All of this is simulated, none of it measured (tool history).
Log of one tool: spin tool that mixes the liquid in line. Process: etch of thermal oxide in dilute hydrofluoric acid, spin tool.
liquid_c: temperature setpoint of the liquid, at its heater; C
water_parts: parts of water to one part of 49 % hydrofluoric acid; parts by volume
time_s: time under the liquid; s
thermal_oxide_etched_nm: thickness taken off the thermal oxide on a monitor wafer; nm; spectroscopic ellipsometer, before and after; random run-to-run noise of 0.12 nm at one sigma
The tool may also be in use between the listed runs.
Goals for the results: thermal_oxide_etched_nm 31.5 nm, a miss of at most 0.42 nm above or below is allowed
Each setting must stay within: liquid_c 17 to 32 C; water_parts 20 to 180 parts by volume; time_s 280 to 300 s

run 1 hour=0 | liquid_c=24 water_parts=100 time_s=280 | thermal_oxide_etched_nm=13.115
run 2 hour=1.4 | liquid_c=24 water_parts=100 time_s=280 | thermal_oxide_etched_nm=13.11
run 3 hour=2.4 | liquid_c=24 water_parts=100 time_s=300 | thermal_oxide_etched_nm=14.071
run 4 hour=4.9 | liquid_c=24 water_parts=130 time_s=300 | thermal_oxide_etched_nm=10.344
run 5 hour=13.6 | liquid_c=25.5 water_parts=120 time_s=300 | thermal_oxide_etched_nm=12.152
run 6 hour=19.8 | liquid_c=25.5 water_parts=120 time_s=300 | thermal_oxide_etched_nm=12.177
run 7 hour=24.3 | liquid_c=26.5 water_parts=110 time_s=300 | thermal_oxide_etched_nm=13.981
run 8 hour=31.5 | liquid_c=27.5 water_parts=100 time_s=300 | thermal_oxide_etched_nm=16.124
run 9 hour=37.6 | liquid_c=28 water_parts=90 time_s=300 | thermal_oxide_etched_nm=18.686
run 10 hour=41.8 | liquid_c=28.5 water_parts=85 time_s=300 | thermal_oxide_etched_nm=20.045
run 11 hour=43.6 | liquid_c=28.5 water_parts=85 time_s=300 | thermal_oxide_etched_nm=20.149
run 12 hour=50 | liquid_c=29 water_parts=80 time_s=300 | thermal_oxide_etched_nm=22.037
run 13 hour=51.2 | liquid_c=29.5 water_parts=75 time_s=300 | thermal_oxide_etched_nm=23.863
run 14 hour=53.9 | liquid_c=32 water_parts=55 time_s=300 | thermal_oxide_etched_nm=37.406
run 15 hour=57.9 | liquid_c=31.5 water_parts=55 time_s=300 | thermal_oxide_etched_nm=36.347
run 16 hour=58.4 | liquid_c=31 water_parts=55 time_s=300 | thermal_oxide_etched_nm=35.697
run 17 hour=66.7 | liquid_c=30.5 water_parts=55 time_s=300 | thermal_oxide_etched_nm=35.17
run 18 hour=72.8 | liquid_c=30 water_parts=55 time_s=300 | thermal_oxide_etched_nm=34.649
run 19 hour=80.8 | liquid_c=29.5 water_parts=55 time_s=300 | thermal_oxide_etched_nm=33.83
run 20 hour=87.9 | liquid_c=29 water_parts=55 time_s=300 | thermal_oxide_etched_nm=33.163
run 21 hour=90.8 | liquid_c=28.5 water_parts=55 time_s=300 | thermal_oxide_etched_nm=32.54
run 22 hour=97.5 | liquid_c=28.5 water_parts=55 time_s=300 | thermal_oxide_etched_nm=32.451

Which one of the following 4 next-run settings gets every result inside its allowed miss? There is exactly one.
run A hour=104.2 | liquid_c=27.5 water_parts=50 time_s=300 | thermal_oxide_etched_nm=?
run B hour=104.2 | liquid_c=30 water_parts=55 time_s=295 | thermal_oxide_etched_nm=?
run C hour=104.2 | liquid_c=29.5 water_parts=55 time_s=280 | thermal_oxide_etched_nm=?
run D hour=104.2 | liquid_c=25 water_parts=45 time_s=290 | thermal_oxide_etched_nm=?

move=A thermal_oxide_etched_nm=34.467
move=B thermal_oxide_etched_nm=33.761
move=C thermal_oxide_etched_nm=31.423
move=D thermal_oxide_etched_nm=33.69
A: misses by more than the last run did
B: misses by more than the last run did
C: meets every target
D: misses by more than the last run did
Correct choice: C, which meets every target
